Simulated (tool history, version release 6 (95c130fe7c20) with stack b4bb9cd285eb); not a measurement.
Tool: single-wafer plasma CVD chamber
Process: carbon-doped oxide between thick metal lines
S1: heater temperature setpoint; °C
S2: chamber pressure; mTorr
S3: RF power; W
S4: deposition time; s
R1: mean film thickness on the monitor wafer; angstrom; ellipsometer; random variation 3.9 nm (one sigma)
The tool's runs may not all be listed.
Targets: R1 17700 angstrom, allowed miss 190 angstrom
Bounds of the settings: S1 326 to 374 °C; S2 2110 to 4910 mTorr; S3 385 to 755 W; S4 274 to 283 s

Run 1, hour 0.0: S1 350 °C, S2 3510 mTorr, S3 570 W, S4 274 s. Result: R1 14682 angstrom.
Run 2, hour 8.1: S1 346 °C, S2 3770 mTorr, S3 590 W, S4 274 s. Result: R1 15367 angstrom.
Run 3, hour 14.7: S1 346 °C, S2 3180 mTorr, S3 590 W, S4 274 s. Result: R1 15063 angstrom.
Run 4, hour 21.7: S1 346 °C, S2 3180 mTorr, S3 590 W, S4 274 s. Result: R1 14990 angstrom.
Run 5, hour 24.6: S1 346 °C, S2 2950 mTorr, S3 590 W, S4 274 s. Result: R1 14940 angstrom.
Run 6, hour 29.9: S1 346 °C, S2 2710 mTorr, S3 590 W, S4 274 s. Result: R1 14853 angstrom.
Run 7, hour 36.1: S1 343 °C, S2 2980 mTorr, S3 610 W, S4 274 s. Result: R1 15407 angstrom.
Run 8, hour 41.1: S1 340 °C, S2 3240 mTorr, S3 620 W, S4 274 s. Result: R1 15934 angstrom.
Run 9, hour 48.5: S1 338 °C, S2 3470 mTorr, S3 625 W, S4 274 s. Result: R1 16196 angstrom.
Run 10, hour 53.9: S1 336 °C, S2 3670 mTorr, S3 630 W, S4 274 s. Result: R1 16511 angstrom.
Run 11, hour 58.8: S1 334 °C, S2 3830 mTorr, S3 635 W, S4 274 s. Result: R1 16719 angstrom.
Run 12, hour 67.6: S1 333 °C, S2 3970 mTorr, S3 640 W, S4 274 s. Result: R1 16989 angstrom.
Run 13, hour 68.7: S1 332 °C, S2 4060 mTorr, S3 640 W, S4 274 s. Result: R1 17104 angstrom.
Run 14, hour 69.6: S1 331 °C, S2 4130 mTorr, S3 640 W, S4 274 s. Result: R1 17186 angstrom.
Run 15, hour 76.8: S1 330 °C, S2 4200 mTorr, S3 640 W, S4 274 s. Result: R1 17279 angstrom.
Run 16, hour 80.0: S1 329 °C, S2 4250 mTorr, S3 640 W, S4 274 s. Result: R1 17320 angstrom.
Run 17, hour 85.9: S1 329 °C, S2 4310 mTorr, S3 640 W, S4 274 s. Result: R1 17348 angstrom.
Run 18, hour 89.4: S1 329 °C, S2 4360 mTorr, S3 640 W, S4 274 s. Result: R1 17443 angstrom.
Run 19, hour 98.2: S1 329 °C, S2 4390 mTorr, S3 640 W, S4 274 s. Result: R1 17412 angstrom.

5 next moves are on the table. One of them brings every result within its allowed miss. Which?
Run A, hour 107.0: S1 326 °C, S2 4110 mTorr, S3 640 W, S4 278 s. Result: R1 ?.
Run B, hour 107.0: S1 332 °C, S2 4770 mTorr, S3 675 W, S4 275 s. Result: R1 ?.
Run C, hour 107.0: S1 327 °C, S2 4350 mTorr, S3 650 W, S4 280 s. Result: R1 ?.
Run D, hour 107.0: S1 326 °C, S2 4520 mTorr, S3 635 W, S4 283 s. Result: R1 ?.
Run E, hour 107.0: S1 336 °C, S2 4640 mTorr, S3 660 W, S4 283 s. Result: R1 ?.

move     R1
   A  17663
   B  18268
   C  18089
   D  18120
   E  18222
A: meets every target
B: takes the result that was furthest off past its target
C: takes the result that was furthest off past its target
D: takes the result that was furthest off past its target
E: takes the result that was furthest off past its target
The right move is A.
